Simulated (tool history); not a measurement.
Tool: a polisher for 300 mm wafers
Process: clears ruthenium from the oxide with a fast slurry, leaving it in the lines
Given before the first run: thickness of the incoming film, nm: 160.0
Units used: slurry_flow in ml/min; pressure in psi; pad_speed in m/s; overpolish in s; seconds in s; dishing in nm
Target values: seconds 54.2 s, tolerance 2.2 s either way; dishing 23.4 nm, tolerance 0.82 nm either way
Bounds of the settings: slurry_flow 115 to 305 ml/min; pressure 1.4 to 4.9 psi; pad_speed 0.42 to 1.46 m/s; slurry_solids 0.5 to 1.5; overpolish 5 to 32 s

| run | hour | slurry_flow | pressure | pad_speed | slurry_solids | overpolish | seconds | dishing |
|---|---|---|---|---|---|---|---|---|
| 1 | 0 | 195 | 3.1 | 0.94 | 1 | 16 | 46.381 | 38.132 |
| 2 | 2.1 | 230 | 3.1 | 0.94 | 1 | 16 | 45.646 | 38.677 |
| 3 | 10.2 | 230 | 3 | 0.94 | 1 | 15 | 47.76 | 35.907 |
| 4 | 18.4 | 230 | 3 | 0.94 | 1 | 14 | 46.105 | 34.032 |
| 5 | 25 | 230 | 3 | 0.94 | 1.15 | 14 | 44.065 | 35.743 |
| 6 | 33.7 | 230 | 3 | 0.94 | 1.15 | 17 | 43.687 | 40.847 |
| 7 | 42.1 | 230 | 2.9 | 0.94 | 1.15 | 16 | 45.476 | 37.739 |
| 8 | 47.8 | 230 | 2.8 | 0.94 | 1.15 | 15 | 46.323 | 35.826 |
| 9 | 53.9 | 230 | 2.7 | 0.94 | 1.15 | 14 | 48.773 | 33.306 |
| 10 | 61.7 | 230 | 2.7 | 0.94 | 1.15 | 13 | 48.471 | 31.442 |
| 11 | 67.1 | 230 | 2.6 | 0.94 | 1.15 | 12 | 49.916 | 28.75 |

Exercise: of the 5 proposed moves below, exactly one satisfies all targets within the stated allowed misses. Which move is it?
| A | 72.5 | 260 | 2.6 | 0.92 | 0.9 | 21 | ? | ? |
| B | 72.5 | 305 | 2.6 | 0.82 | 1.25 | 10 | ? | ? |
| C | 72.5 | 235 | 3.1 | 0.84 | 1.05 | 15 | ? | ? |
| D | 72.5 | 275 | 2.6 | 0.86 | 1 | 13 | ? | ? |
| E | 72.5 | 245 | 2.2 | 1.2 | 1.1 | 10 | ? | ? |

| move | seconds | dishing |
|---|---|---|
| A | 57.078 | 39.486 |
| B | 54.406 | 23.233 |
| C | 49.557 | 34.382 |
| D | 57.687 | 27.427 |
| E | 47.572 | 25.937 |
A: further off than the last run
B: meets every target
C: further off than the last run
D: closes in on the targets versus the last run, not all within tolerance yet
E: closes in on the targets versus the last run, not all within tolerance yet
So the answer is move B, the one that meets all the targets.

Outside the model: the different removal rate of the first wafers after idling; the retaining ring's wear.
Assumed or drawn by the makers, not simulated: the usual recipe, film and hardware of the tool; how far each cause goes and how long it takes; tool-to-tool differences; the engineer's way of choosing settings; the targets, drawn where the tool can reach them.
